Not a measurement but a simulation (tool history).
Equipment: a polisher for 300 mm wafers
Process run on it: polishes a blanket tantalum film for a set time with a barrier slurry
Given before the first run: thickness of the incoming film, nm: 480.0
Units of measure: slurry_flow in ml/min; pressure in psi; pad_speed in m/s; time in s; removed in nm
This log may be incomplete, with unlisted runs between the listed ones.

| run | day | slurry_flow | pressure | pad_speed | slurry_solids | time | removed |
|---|---|---|---|---|---|---|---|
| 1 | 0.000 | 255 | 2.3 | 0.86 | 1.0 | 94 | 145.45 |
| 2 | 0.242 | 255 | 2.3 | 0.70 | 1.0 | 94 | 130.32 |
| 3 | 0.612 | 255 | 2.5 | 0.70 | 1.0 | 94 | 137.03 |
| 4 | 0.954 | 255 | 2.5 | 0.70 | 1.0 | 94 | 138.48 |
| 5 | 1.288 | 255 | 2.9 | 0.70 | 1.0 | 94 | 159.39 |
| 6 | 1.496 | 255 | 3.0 | 0.72 | 1.0 | 94 | 169.56 |

Run 7 comes next. What will it give?
| 7 | 1.646 | 255 | 3.1 | 0.72 | 1.0 | 94 | ? |

Logged for run 7: removed 170.26 nm.

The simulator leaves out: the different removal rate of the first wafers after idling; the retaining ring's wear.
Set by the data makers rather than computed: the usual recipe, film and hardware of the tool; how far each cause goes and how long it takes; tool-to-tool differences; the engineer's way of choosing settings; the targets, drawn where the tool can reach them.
